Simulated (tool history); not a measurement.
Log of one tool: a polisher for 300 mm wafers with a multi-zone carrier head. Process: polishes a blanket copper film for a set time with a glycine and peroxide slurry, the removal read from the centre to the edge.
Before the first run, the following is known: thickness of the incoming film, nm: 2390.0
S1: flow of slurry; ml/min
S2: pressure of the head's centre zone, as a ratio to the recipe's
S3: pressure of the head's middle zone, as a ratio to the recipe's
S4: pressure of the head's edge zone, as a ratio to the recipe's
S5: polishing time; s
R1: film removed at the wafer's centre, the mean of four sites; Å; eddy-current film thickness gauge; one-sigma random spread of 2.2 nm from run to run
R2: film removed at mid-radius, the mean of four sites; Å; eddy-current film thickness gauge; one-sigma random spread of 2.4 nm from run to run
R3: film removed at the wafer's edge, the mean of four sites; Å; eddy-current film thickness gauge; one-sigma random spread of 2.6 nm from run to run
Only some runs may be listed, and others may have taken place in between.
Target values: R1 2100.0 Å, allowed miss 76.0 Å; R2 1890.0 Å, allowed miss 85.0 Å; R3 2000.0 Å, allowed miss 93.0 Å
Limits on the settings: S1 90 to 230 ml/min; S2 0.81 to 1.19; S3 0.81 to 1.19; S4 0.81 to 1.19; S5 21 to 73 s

run	hour	S1	S2	S3	S4	S5	R1	R2	R3
1	0.0	150	1.00	1.00	1.00	47	2356.9	2346.0	2343.9
2	6.3	150	1.07	1.00	1.00	47	2515.3	2365.3	2274.3
3	13.9	140	1.06	0.97	0.98	46	2406.1	2277.0	2258.1
4	20.9	140	1.06	0.97	0.90	46	2383.0	2231.5	2127.7
5	21.6	130	1.06	0.97	0.90	46	2332.1	2137.3	2101.6
6	26.2	130	1.15	0.97	0.90	46	2530.5	2151.5	2108.0
7	30.9	120	1.12	0.95	0.90	45	2410.7	2053.5	2051.1
8	34.9	115	1.09	0.94	0.90	45	2284.3	2034.7	1986.1
9	35.7	115	1.09	0.94	0.90	45	2294.3	1963.4	1972.5
10	43.2	110	1.07	0.94	0.93	45	2164.2	2007.7	2054.0

Exactly one of the 5 candidate moves below puts every result within its allowed miss. Which one?
A	50.7	110	1.19	0.83	0.92	41	?	?	?
B	50.7	155	1.06	0.94	1.03	39	?	?	?
C	50.7	90	1.07	0.91	1.10	47	?	?	?
D	50.7	125	1.02	1.05	0.92	43	?	?	?
E	50.7	125	0.98	0.94	1.02	41	?	?	?

move	R1	R2	R3
A	2238.8	1633.0	1837.8
B	2089.5	1871.2	1956.0
C	2130.7	1882.2	2191.6
D	2097.6	2152.1	1970.3
E	1919.5	1873.2	1975.9
A: moves the result that the last run missed by most past its target, out the other side
B: meets every target
C: the furthest-off result lands on target, but another misses its tolerance
D: the biggest miss grows against the last run
E: the furthest-off result lands on target, but another misses its tolerance
B is the move that brings every result within its allowed miss.

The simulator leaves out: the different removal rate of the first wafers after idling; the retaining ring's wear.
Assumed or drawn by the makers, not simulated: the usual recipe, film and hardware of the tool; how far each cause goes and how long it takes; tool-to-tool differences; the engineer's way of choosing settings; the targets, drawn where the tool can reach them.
